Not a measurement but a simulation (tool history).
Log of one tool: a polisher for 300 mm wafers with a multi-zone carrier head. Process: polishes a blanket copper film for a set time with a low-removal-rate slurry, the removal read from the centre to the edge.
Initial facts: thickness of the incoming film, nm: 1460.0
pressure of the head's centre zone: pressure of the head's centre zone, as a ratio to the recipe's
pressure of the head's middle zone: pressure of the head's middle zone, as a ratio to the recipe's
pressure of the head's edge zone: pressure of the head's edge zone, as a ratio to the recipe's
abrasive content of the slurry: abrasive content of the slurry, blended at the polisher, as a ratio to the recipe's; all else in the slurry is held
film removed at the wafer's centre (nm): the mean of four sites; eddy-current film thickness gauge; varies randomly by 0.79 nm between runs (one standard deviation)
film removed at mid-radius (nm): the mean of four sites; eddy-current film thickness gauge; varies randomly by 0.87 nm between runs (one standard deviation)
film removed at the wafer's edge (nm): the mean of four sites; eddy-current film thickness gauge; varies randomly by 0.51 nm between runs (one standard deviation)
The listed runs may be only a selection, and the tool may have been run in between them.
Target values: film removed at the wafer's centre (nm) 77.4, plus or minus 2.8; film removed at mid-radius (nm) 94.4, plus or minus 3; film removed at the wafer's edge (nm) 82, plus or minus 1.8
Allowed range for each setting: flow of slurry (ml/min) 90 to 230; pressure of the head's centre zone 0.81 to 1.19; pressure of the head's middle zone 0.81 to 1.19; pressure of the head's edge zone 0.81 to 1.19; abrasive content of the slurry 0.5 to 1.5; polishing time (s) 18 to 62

| run | hour | flow of slurry (ml/min) | pressure of the head's centre zone | pressure of the head's middle zone | pressure of the head's edge zone | abrasive content of the slurry | polishing time (s) | film removed at the wafer's centre (nm) | film removed at mid-radius (nm) | film removed at the wafer's edge (nm) |
|---|---|---|---|---|---|---|---|---|---|---|
| 1 | 0 | 150 | 1 | 1 | 1 | 1 | 40 | 147.61 | 156.66 | 153.18 |
| 2 | 6.2 | 150 | 1 | 1 | 1 | 0.85 | 40 | 145.33 | 149.47 | 147.1 |
| 3 | 7.5 | 150 | 1 | 1 | 1 | 0.85 | 34 | 123.76 | 124.41 | 124.42 |
| 4 | 16.2 | 150 | 1 | 1.07 | 1 | 0.85 | 34 | 124.68 | 133.84 | 125.58 |
| 5 | 25.2 | 175 | 1 | 1.07 | 1 | 0.85 | 34 | 125.11 | 137.71 | 127.1 |
| 6 | 26.8 | 175 | 1.07 | 1.07 | 1 | 0.85 | 34 | 131.44 | 138.41 | 127.76 |
| 7 | 35.2 | 180 | 1 | 1.09 | 0.98 | 0.75 | 31 | 111.97 | 123.98 | 112.23 |
| 8 | 43.1 | 180 | 0.95 | 1.09 | 0.94 | 0.7 | 30 | 103.16 | 118.91 | 104.06 |
| 9 | 44.5 | 175 | 0.91 | 1.08 | 0.92 | 0.65 | 29 | 94.244 | 109.96 | 97.53 |
| 10 | 50 | 165 | 0.88 | 1.08 | 0.89 | 0.6 | 29 | 88.775 | 109.82 | 93.857 |
| 11 | 55.3 | 160 | 0.87 | 1.06 | 0.87 | 0.55 | 28 | 80.638 | 99.014 | 86.937 |
| 12 | 57.1 | 155 | 0.87 | 1.06 | 0.86 | 0.55 | 28 | 80.893 | 100.78 | 86.489 |
| 13 | 58.7 | 150 | 0.87 | 1.05 | 0.85 | 0.55 | 28 | 80.617 | 98.191 | 84.762 |

Consider the 5 candidate settings below. Which is the only one whose results all fall within their allowed miss of target?
| A | 60.3 | 165 | 1.01 | 0.99 | 0.81 | 0.65 | 25 | ? | ? | ? |
| B | 60.3 | 155 | 1 | 1.06 | 0.82 | 0.55 | 27 | ? | ? | ? |
| C | 60.3 | 160 | 0.91 | 1.11 | 0.82 | 0.5 | 26 | ? | ? | ? |
| D | 60.3 | 115 | 0.83 | 1.13 | 0.87 | 0.5 | 30 | ? | ? | ? |
| E | 60.3 | 160 | 0.88 | 1.08 | 0.89 | 0.55 | 26 | ? | ? | ? |

| move | film removed at the wafer's centre (nm) | film removed at mid-radius (nm) | film removed at the wafer's edge (nm) |
|---|---|---|---|
| A | 84.924 | 85.757 | 79.266 |
| B | 86.32 | 93.163 | 81.819 |
| C | 75.589 | 91.409 | 77.003 |
| D | 76.871 | 102.09 | 88.131 |
| E | 75.506 | 91.589 | 81.967 |
A: moves the result that the last run missed by most past its target, out the other side
B: puts the biggest miss on target and leaves a different result outside tolerance
C: moves the result that the last run missed by most past its target, out the other side
D: moves away from the targets compared with the last run
E: every result lands within tolerance
Go with E: it meets all targets.

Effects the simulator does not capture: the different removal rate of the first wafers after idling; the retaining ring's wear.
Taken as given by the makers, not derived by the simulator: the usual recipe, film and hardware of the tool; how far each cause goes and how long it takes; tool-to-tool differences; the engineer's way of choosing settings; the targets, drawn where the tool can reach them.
